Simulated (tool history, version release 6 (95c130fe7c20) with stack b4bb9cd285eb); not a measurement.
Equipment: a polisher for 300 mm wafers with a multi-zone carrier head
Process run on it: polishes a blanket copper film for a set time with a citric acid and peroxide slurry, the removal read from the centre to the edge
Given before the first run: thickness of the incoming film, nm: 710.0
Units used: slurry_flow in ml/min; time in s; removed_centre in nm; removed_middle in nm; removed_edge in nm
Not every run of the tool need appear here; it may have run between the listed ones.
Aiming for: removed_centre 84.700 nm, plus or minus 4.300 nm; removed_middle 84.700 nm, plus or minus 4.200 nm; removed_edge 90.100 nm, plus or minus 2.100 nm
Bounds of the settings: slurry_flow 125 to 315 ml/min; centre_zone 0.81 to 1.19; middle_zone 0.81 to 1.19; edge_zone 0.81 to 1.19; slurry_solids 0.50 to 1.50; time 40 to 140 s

Run 1, hour 0.0: slurry_flow 205 ml/min, centre_zone 1.00, middle_zone 1.00, edge_zone 1.00, slurry_solids 1.00, time 90 s. Result: removed_centre 148.950 nm, removed_middle 149.190 nm, removed_edge 150.870 nm.
Run 2, hour 2.2: slurry_flow 205 ml/min, centre_zone 1.00, middle_zone 1.06, edge_zone 1.00, slurry_solids 1.00, time 90 s. Result: removed_centre 152.580 nm, removed_middle 157.240 nm, removed_edge 151.340 nm.
Run 3, hour 5.3: slurry_flow 195 ml/min, centre_zone 0.98, middle_zone 1.02, edge_zone 0.97, slurry_solids 0.90, time 83 s. Result: removed_centre 131.660 nm, removed_middle 137.270 nm, removed_edge 132.290 nm.
Run 4, hour 8.5: slurry_flow 185 ml/min, centre_zone 0.97, middle_zone 0.97, edge_zone 0.96, slurry_solids 0.80, time 78 s. Result: removed_centre 113.610 nm, removed_middle 120.390 nm, removed_edge 120.040 nm.
Run 5, hour 13.7: slurry_flow 180 ml/min, centre_zone 0.98, middle_zone 0.93, edge_zone 0.94, slurry_solids 0.75, time 75 s. Result: removed_centre 108.490 nm, removed_middle 105.840 nm, removed_edge 111.380 nm.
Run 6, hour 18.0: slurry_flow 175 ml/min, centre_zone 0.97, middle_zone 0.91, edge_zone 0.91, slurry_solids 0.70, time 74 s. Result: removed_centre 105.950 nm, removed_middle 103.520 nm, removed_edge 105.570 nm.
Run 7, hour 25.4: slurry_flow 175 ml/min, centre_zone 0.97, middle_zone 0.91, edge_zone 0.91, slurry_solids 0.70, time 74 s. Result: removed_centre 107.990 nm, removed_middle 101.690 nm, removed_edge 106.240 nm.
Run 8, hour 33.8: slurry_flow 170 ml/min, centre_zone 0.94, middle_zone 0.89, edge_zone 0.90, slurry_solids 0.65, time 73 s. Result: removed_centre 99.511 nm, removed_middle 98.599 nm, removed_edge 101.530 nm.
Run 9, hour 41.5: slurry_flow 165 ml/min, centre_zone 0.93, middle_zone 0.87, edge_zone 0.89, slurry_solids 0.60, time 72 s. Result: removed_centre 93.774 nm, removed_middle 91.940 nm, removed_edge 97.015 nm.

Which single option among these 4 for the next run brings every result within its allowed miss of target? Just one does.
Run A, hour 49.2: slurry_flow 160 ml/min, centre_zone 0.93, middle_zone 1.00, edge_zone 0.81, slurry_solids 0.60, time 79 s. Result: removed_centre ?, removed_middle ?, removed_edge ?.
Run B, hour 49.2: slurry_flow 135 ml/min, centre_zone 0.86, middle_zone 0.82, edge_zone 1.03, slurry_solids 0.50, time 72 s. Result: removed_centre ?, removed_middle ?, removed_edge ?.
Run C, hour 49.2: slurry_flow 130 ml/min, centre_zone 1.01, middle_zone 0.81, edge_zone 0.87, slurry_solids 0.85, time 63 s. Result: removed_centre ?, removed_middle ?, removed_edge ?.
Run D, hour 49.2: slurry_flow 155 ml/min, centre_zone 0.87, middle_zone 0.84, edge_zone 0.81, slurry_solids 0.60, time 70 s. Result: removed_centre ?, removed_middle ?, removed_edge ?.

move  removed_centre  removed_middle  removed_edge
   A         103.030         110.840       101.250
   B          79.077          78.837        95.700
   C          93.309          78.393        89.046
   D          84.682          84.746        89.514
A: misses by more than the last run did
B: nearer than the last run, and not there yet
C: the furthest-off result lands on target, but another misses its tolerance
D: all results in spec
Go with D: it meets all targets.
